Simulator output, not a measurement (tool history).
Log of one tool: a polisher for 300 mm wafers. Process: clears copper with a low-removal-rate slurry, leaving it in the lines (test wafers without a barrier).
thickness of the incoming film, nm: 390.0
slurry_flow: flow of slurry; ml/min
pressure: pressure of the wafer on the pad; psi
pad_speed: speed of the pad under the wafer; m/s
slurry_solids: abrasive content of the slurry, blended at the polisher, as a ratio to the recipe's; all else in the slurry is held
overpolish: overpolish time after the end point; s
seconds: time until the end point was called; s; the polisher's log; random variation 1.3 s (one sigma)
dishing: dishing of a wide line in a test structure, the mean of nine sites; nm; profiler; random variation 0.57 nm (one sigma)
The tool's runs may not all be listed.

run	hour	slurry_flow	pressure	pad_speed	slurry_solids	overpolish	seconds	dishing
1	0	255	3.9	1.38	1	17	84.561	44.834
2	0.8	255	3.9	1.12	1	17	100.98	39.189
3	3.6	255	3.6	1.12	1	18	106.81	39.186
4	12.5	255	3.6	0.82	1	18	136.63	32.255
5	20.7	310	3.6	0.82	1	18	136.05	33.384
6	28	260	3.6	0.82	1	18	136.39	32.662
7	31.6	260	3.6	0.82	1	19	135.79	33.955

The next listed run, before its measurement:
8	38.3	260	3.6	0.82	1	20	?	?

seconds: 137.25 s
dishing: 33.848 nm
